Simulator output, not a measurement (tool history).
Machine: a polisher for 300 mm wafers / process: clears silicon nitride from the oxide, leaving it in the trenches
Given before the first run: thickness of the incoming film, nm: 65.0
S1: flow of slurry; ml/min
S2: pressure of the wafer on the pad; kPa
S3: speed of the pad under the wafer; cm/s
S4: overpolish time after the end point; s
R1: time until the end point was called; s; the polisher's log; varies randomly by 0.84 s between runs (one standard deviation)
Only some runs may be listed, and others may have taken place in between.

Run 1, hour 0.0: S1 250 ml/min, S2 13.8 kPa, S3 86 cm/s, S4 5 s. Result: R1 112.94 s.
Run 2, hour 4.4: S1 250 ml/min, S2 12.4 kPa, S3 86 cm/s, S4 5 s. Result: R1 127.92 s.
Run 3, hour 5.5: S1 250 ml/min, S2 12.4 kPa, S3 86 cm/s, S4 5 s. Result: R1 126.09 s.
Run 4, hour 9.6: S1 250 ml/min, S2 12.4 kPa, S3 86 cm/s, S4 5 s. Result: R1 126.26 s.
Run 5, hour 17.3: S1 250 ml/min, S2 12.4 kPa, S3 102 cm/s, S4 5 s. Result: R1 109.62 s.
Run 6, hour 18.8: S1 255 ml/min, S2 13.1 kPa, S3 102 cm/s, S4 5 s. Result: R1 101.10 s.

The next listed run, before its measurement:
Run 7, hour 23.7: S1 260 ml/min, S2 13.1 kPa, S3 102 cm/s, S4 5 s. Result: R1 ?.

Run 7 came out at R1 100.41 s.
